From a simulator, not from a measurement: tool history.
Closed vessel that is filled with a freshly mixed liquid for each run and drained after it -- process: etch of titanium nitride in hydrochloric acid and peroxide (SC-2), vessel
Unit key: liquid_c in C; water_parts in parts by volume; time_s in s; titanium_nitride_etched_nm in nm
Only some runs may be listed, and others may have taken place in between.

{"run": 1, "day": 0.0, "liquid_c": 54.0, "water_parts": 6.5, "time_s": 1280, "titanium_nitride_etched_nm": 35.093}
{"run": 2, "day": 0.142, "liquid_c": 54.0, "water_parts": 5.5, "time_s": 1280, "titanium_nitride_etched_nm": 40.032}
{"run": 3, "day": 0.429, "liquid_c": 54.0, "water_parts": 5.5, "time_s": 1280, "titanium_nitride_etched_nm": 40.616}
{"run": 4, "day": 0.721, "liquid_c": 57.0, "water_parts": 5.5, "time_s": 1280, "titanium_nitride_etched_nm": 48.354}
{"run": 5, "day": 0.812, "liquid_c": 57.0, "water_parts": 7.5, "time_s": 1280, "titanium_nitride_etched_nm": 37.537}
{"run": 6, "day": 1.05, "liquid_c": 57.0, "water_parts": 7.5, "time_s": 1280, "titanium_nitride_etched_nm": 38.237}
{"run": 7, "day": 1.254, "liquid_c": 65.0, "water_parts": 7.5, "time_s": 1280, "titanium_nitride_etched_nm": 63.368}
{"run": 8, "day": 1.508, "liquid_c": 66.0, "water_parts": 7.5, "time_s": 1280, "titanium_nitride_etched_nm": 66.52}
{"run": 9, "day": 1.888, "liquid_c": 67.0, "water_parts": 7.5, "time_s": 1280, "titanium_nitride_etched_nm": 72.008}

Run 10, settings as shown, results not yet in. Your forecast:
{"run": 10, "day": 2.171, "liquid_c": 67.5, "water_parts": 7.5, "time_s": 1280, "titanium_nitride_etched_nm": "?"}

Run 10 measured titanium_nitride_etched_nm 72.849 nm.
